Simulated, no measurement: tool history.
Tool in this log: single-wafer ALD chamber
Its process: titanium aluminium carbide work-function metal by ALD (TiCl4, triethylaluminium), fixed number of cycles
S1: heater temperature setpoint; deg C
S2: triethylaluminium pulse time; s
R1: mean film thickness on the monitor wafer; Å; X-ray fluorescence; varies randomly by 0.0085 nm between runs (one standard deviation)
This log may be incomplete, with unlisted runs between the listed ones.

run  hour   S1     S2      R1
  1     0  300   7.28  18.876
  2   0.7  298   7.19  18.645
  3   7.3  289   7.19  17.946
  4   8.6  289   8.75  18.709
  5  12.8  289   9.58  19.284
  6  17.4  289  10.34  19.341
  7  21.6  287     10  19.236
  8  30.5  286   9.69   19.05
  9  34.4  285   9.38  18.818
 10  42.5  284   9.12  18.466
 11  45.8  283   9.01  18.321
 12  54.3  283   9.01  18.451
 13  61.5  283   9.01  18.452
 14  69.1  282   8.84  18.251
 15  77.4  281   8.72  18.153
 16  86.3  280   8.61  17.995

Expected results for the next run?
 17  87.9  280  8.53   ?

R1: 18.059 Å

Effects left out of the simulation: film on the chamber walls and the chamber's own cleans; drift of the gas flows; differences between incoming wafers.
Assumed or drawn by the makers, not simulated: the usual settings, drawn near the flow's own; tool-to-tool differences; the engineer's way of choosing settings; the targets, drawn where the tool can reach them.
